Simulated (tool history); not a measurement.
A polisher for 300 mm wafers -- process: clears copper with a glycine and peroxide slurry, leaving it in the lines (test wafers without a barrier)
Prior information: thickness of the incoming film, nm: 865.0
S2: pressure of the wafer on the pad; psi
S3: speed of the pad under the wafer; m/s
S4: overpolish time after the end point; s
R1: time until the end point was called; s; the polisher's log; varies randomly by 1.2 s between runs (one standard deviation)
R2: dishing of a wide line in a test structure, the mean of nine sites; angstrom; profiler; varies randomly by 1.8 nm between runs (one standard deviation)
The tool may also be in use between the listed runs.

Run 1, hour 0: flow of slurry (ml/min) 265, S2 3.2 psi, S3 1.1 m/s, S4 17 s. Result: R1 133.03 s, R2 651.14 angstrom.
Run 2, hour 3.7: flow of slurry (ml/min) 265, S2 3.7 psi, S3 1.12 m/s, S4 18 s. Result: R1 116.15 s, R2 742.75 angstrom.
Run 3, hour 10.8: flow of slurry (ml/min) 265, S2 4 psi, S3 1.12 m/s, S4 19 s. Result: R1 106.41 s, R2 822.47 angstrom.
Run 4, hour 15.5: flow of slurry (ml/min) 220, S2 4 psi, S3 1.12 m/s, S4 19 s. Result: R1 107.31 s, R2 776.33 angstrom.
Run 5, hour 17.3: flow of slurry (ml/min) 270, S2 4 psi, S3 1.12 m/s, S4 19 s. Result: R1 107.78 s, R2 763.2 angstrom.
Run 6, hour 26: flow of slurry (ml/min) 270, S2 4.2 psi, S3 1.14 m/s, S4 21 s. Result: R1 100.49 s, R2 879.27 angstrom.

For run 7, what comes out?
Run 7, hour 34: flow of slurry (ml/min) 270, S2 4.4 psi, S3 1.14 m/s, S4 22 s. Result: R1 ?, R2 ?.

Run 7 yielded R1 97.827 s, R2 894.76 angstrom.
